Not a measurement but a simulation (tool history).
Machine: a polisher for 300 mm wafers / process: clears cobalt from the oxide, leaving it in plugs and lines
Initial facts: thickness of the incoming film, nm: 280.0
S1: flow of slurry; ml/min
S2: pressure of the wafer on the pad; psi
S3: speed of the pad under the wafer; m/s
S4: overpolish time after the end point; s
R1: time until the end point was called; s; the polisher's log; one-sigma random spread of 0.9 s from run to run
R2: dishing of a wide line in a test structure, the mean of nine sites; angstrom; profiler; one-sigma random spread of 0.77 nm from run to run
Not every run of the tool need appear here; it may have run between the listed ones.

run 1 hour=0 | S1=185 S2=1.6 S3=0.88 S4=12 | R1=88.21 R2=262.71
run 2 hour=0.8 | S1=185 S2=1.6 S3=0.88 S4=15 | R1=88.668 R2=296.03
run 3 hour=1.6 | S1=185 S2=1.6 S3=0.88 S4=16 | R1=86.791 R2=299.77
run 4 hour=3.4 | S1=185 S2=1.2 S3=0.88 S4=16 | R1=113.98 R2=257.97
run 5 hour=12.3 | S1=185 S2=1.4 S3=0.88 S4=16 | R1=99.802 R2=288.51
run 6 hour=17.5 | S1=185 S2=1.5 S3=0.88 S4=17 | R1=93.442 R2=318.67

Run 7 comes next. What will it give?
run 7 hour=23.8 | S1=185 S2=1.6 S3=0.88 S4=17 | R1=? R2=?

Run 7 yielded R1 89.222 s, R2 310.19 angstrom.
